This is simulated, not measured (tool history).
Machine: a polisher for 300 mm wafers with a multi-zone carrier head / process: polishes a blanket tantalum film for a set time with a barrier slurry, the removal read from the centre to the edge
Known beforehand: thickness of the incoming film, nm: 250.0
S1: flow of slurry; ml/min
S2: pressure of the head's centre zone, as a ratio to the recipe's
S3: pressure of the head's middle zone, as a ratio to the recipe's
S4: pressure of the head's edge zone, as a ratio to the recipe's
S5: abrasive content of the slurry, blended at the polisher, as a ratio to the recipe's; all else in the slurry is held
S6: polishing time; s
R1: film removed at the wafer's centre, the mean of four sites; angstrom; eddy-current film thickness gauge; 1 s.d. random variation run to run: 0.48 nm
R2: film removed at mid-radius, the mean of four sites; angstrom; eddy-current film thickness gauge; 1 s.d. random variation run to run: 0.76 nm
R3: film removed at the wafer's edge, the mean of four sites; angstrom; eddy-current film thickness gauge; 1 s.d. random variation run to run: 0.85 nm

run 1 hour=0.0 | S1=130 S2=1.00 S3=1.00 S4=1.00 S5=1.00 S6=49 | R1=882.18 R2=829.10 R3=863.33
run 2 hour=2.8 | S1=125 S2=1.01 S3=0.98 S4=0.98 S5=0.95 S6=49 | R1=866.60 R2=793.11 R3=841.17
run 3 hour=7.1 | S1=125 S2=1.01 S3=0.98 S4=0.92 S5=0.95 S6=49 | R1=872.27 R2=812.96 R3=828.84
run 4 hour=11.0 | S1=110 S2=1.01 S3=0.98 S4=0.92 S5=0.95 S6=49 | R1=842.14 R2=788.76 R3=791.71
run 5 hour=16.0 | S1=90 S2=1.01 S3=0.98 S4=0.92 S5=0.95 S6=49 | R1=812.25 R2=749.91 R3=785.97
run 6 hour=23.3 | S1=120 S2=1.01 S3=0.98 S4=0.92 S5=0.95 S6=49 | R1=851.76 R2=800.46 R3=822.71
run 7 hour=28.0 | S1=120 S2=1.01 S3=0.98 S4=0.92 S5=0.95 S6=49 | R1=860.68 R2=808.99 R3=802.82
run 8 hour=31.2 | S1=115 S2=1.02 S3=0.96 S4=0.91 S5=0.90 S6=49 | R1=848.23 R2=774.13 R3=791.30
run 9 hour=34.4 | S1=110 S2=1.03 S3=0.94 S4=0.91 S5=0.85 S6=49 | R1=838.11 R2=744.56 R3=793.04
run 10 hour=36.1 | S1=140 S2=1.10 S3=0.87 S4=0.82 S5=0.60 S6=40 | R1=684.44 R2=534.16 R3=557.99
run 11 hour=41.3 | S1=145 S2=1.10 S3=0.87 S4=0.84 S5=0.60 S6=40 | R1=690.99 R2=535.70 R3=576.98
run 12 hour=47.9 | S1=150 S2=1.10 S3=0.87 S4=0.85 S5=0.60 S6=40 | R1=695.08 R2=542.60 R3=575.90

What does the tool deliver on the next run?
run 13 hour=50.9 | S1=155 S2=1.10 S3=0.87 S4=0.87 S5=0.60 S6=40 | R1=? R2=? R3=?

{"run 13": {"R1": 702.52, "R2": 543.49, "R3": 582.67}}

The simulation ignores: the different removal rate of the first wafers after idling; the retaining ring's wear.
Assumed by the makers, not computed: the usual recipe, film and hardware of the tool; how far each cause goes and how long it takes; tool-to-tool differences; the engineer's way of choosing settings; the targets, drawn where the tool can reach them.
